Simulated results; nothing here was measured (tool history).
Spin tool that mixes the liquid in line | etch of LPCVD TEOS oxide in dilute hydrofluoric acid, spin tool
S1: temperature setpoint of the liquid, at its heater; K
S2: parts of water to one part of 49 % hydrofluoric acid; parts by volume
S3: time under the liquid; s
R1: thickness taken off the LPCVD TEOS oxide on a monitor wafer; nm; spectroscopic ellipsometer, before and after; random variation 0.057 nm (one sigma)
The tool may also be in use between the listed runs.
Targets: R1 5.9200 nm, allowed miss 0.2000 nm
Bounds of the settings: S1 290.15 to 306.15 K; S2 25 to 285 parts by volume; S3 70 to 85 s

| run | hour | S1 | S2 | S3 | R1 |
|---|---|---|---|---|---|
| 1 | 0.0 | 298.15 | 155 | 85 | 9.3582 |
| 2 | 4.0 | 298.15 | 205 | 85 | 6.7994 |
| 3 | 10.0 | 298.15 | 240 | 85 | 5.4847 |
| 4 | 16.2 | 298.65 | 240 | 85 | 5.5661 |
| 5 | 20.6 | 298.65 | 285 | 85 | 4.5632 |
| 6 | 24.2 | 298.65 | 285 | 70 | 3.7088 |
| 7 | 28.4 | 300.65 | 275 | 70 | 4.1809 |
| 8 | 34.0 | 301.65 | 260 | 70 | 4.5321 |
|  | 42.7 | hydrofluoric acid flow meter replaced |
| 9 | 42.7 | 301.65 | 245 | 70 | 5.4276 |
| 10 | 49.4 | 302.15 | 245 | 70 | 5.5876 |
| 11 | 54.0 | 302.65 | 245 | 70 | 5.6306 |
| 12 | 62.9 | 303.15 | 245 | 70 | 5.6181 |

Which of these 4 next moves meets every target?
| A | 71.8 | 301.65 | 240 | 75 | ? |
| B | 71.8 | 305.15 | 285 | 75 | ? |
| C | 71.8 | 304.15 | 285 | 75 | ? |
| D | 71.8 | 303.15 | 250 | 70 | ? |

| move | R1 |
|---|---|
| A | 5.9750 |
| B | 5.3620 |
| C | 5.1936 |
| D | 5.5673 |
A: meets every target
B: further off than the last run
C: further off than the last run
D: further off than the last run
The right move is A.

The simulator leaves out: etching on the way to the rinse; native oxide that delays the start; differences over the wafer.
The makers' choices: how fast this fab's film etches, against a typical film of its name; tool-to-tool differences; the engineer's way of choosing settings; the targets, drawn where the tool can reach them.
